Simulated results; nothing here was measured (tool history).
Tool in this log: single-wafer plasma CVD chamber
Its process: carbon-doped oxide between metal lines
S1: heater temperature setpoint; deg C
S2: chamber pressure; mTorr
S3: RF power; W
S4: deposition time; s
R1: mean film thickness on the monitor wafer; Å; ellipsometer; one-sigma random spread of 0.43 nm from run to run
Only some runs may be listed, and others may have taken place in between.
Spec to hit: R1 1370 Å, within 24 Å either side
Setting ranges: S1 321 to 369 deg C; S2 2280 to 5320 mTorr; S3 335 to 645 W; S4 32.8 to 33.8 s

run 1 hour=0 | S1=345 S2=3800 S3=490 S4=32.8 | R1=1555.1
run 2 hour=4.9 | S1=345 S2=3800 S3=530 S4=32.8 | R1=1644
run 3 hour=7.5 | S1=345 S2=3800 S3=530 S4=33.8 | R1=1691.1
run 4 hour=13.6 | S1=347 S2=3640 S3=510 S4=33.7 | R1=1623.7
run 5 hour=22.5 | S1=339 S2=3640 S3=510 S4=33.7 | R1=1673.5
run 6 hour=23.6 | S1=342 S2=3460 S3=495 S4=33.7 | R1=1607.9
run 7 hour=26.1 | S1=342 S2=3460 S3=495 S4=33.7 | R1=1613.8
run 8 hour=34.3 | S1=345 S2=3300 S3=485 S4=33.7 | R1=1561
run 9 hour=37.3 | S1=348 S2=3130 S3=480 S4=33.7 | R1=1534.1
run 10 hour=38.3 | S1=350 S2=3010 S3=470 S4=33.7 | R1=1498.1
run 11 hour=45.7 | S1=362 S2=2310 S3=435 S4=33.6 | R1=1341.4
run 12 hour=54 | S1=361 S2=2340 S3=435 S4=33.6 | R1=1339

Below are 4 possible settings for the next run. Only one of them brings all results inside the allowed miss of their targets. Which is it?
run A hour=62.3 | S1=347 S2=3090 S3=375 S4=33.8 | R1=?
run B hour=62.3 | S1=352 S2=2810 S3=415 S4=32.8 | R1=?
run C hour=62.3 | S1=365 S2=2440 S3=445 S4=33.8 | R1=?
run D hour=62.3 | S1=356 S2=2610 S3=435 S4=32.8 | R1=?

move=A R1=1259.8
move=B R1=1304.7
move=C R1=1363.2
move=D R1=1334.7
A: lands further from the targets than the last run did
B: lands further from the targets than the last run did
C: every result lands within tolerance
D: lands further from the targets than the last run did
So the answer is move C, the one that meets all the targets.
